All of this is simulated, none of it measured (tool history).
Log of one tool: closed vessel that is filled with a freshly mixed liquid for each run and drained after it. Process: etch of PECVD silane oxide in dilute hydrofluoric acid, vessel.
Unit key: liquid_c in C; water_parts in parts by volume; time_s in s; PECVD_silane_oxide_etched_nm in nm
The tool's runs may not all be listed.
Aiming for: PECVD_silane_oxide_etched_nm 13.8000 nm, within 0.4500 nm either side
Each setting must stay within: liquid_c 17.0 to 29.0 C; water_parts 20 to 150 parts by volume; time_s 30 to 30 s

run,hour,liquid_c,water_parts,time_s,PECVD_silane_oxide_etched_nm
1,0.0,21.0,85,30,9.6839
2,1.2,23.5,85,30,10.5370
3,9.6,23.5,110,30,8.0633
4,14.9,22.5,110,30,7.7860
5,22.7,24.5,100,30,9.1563
6,30.4,26.0,90,30,11.0990
7,37.5,27.0,85,30,12.2600
8,40.9,27.5,85,30,12.4530
9,47.2,28.0,85,30,12.5630
10,54.5,28.5,85,30,12.8940

Exactly one of the 4 candidate moves below puts every result within its allowed miss. Which one?
A,61.8,28.0,80,30,?
B,61.8,29.0,90,30,?
C,61.8,29.0,95,30,?
D,61.8,23.0,70,30,?

move,PECVD_silane_oxide_etched_nm
A,13.7130
B,12.4920
C,11.7520
D,13.0120
A: every result within its allowed miss
B: misses by more than the last run did
C: misses by more than the last run did
D: better than the last run, though not everything is in spec
Answer: A
